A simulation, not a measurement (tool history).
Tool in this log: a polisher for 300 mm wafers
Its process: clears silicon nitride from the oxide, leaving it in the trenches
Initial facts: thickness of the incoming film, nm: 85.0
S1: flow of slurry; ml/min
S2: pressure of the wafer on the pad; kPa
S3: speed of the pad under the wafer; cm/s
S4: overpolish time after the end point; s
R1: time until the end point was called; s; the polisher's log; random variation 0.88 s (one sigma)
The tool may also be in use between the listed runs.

{"run": 1, "hour": 0.0, "S1": 245, "S2": 11.7, "S3": 126, "S4": 7, "R1": 128.85}
{"run": 2, "hour": 3.1, "S1": 245, "S2": 11.7, "S3": 126, "S4": 7, "R1": 129.11}
{"run": 3, "hour": 9.5, "S1": 245, "S2": 11.7, "S3": 126, "S4": 7, "R1": 128.81}
{"run": 4, "hour": 10.3, "S1": 245, "S2": 9.0, "S3": 126, "S4": 7, "R1": 167.75}
{"run": 5, "hour": 16.2, "S1": 245, "S2": 11.7, "S3": 126, "S4": 7, "R1": 129.86}
{"run": 6, "hour": 22.3, "S1": 205, "S2": 11.7, "S3": 126, "S4": 7, "R1": 133.58}

Predict the results of run 7:
{"run": 7, "hour": 30.1, "S1": 220, "S2": 11.7, "S3": 126, "S4": 7, "R1": "?"}

R1: 131.31 s

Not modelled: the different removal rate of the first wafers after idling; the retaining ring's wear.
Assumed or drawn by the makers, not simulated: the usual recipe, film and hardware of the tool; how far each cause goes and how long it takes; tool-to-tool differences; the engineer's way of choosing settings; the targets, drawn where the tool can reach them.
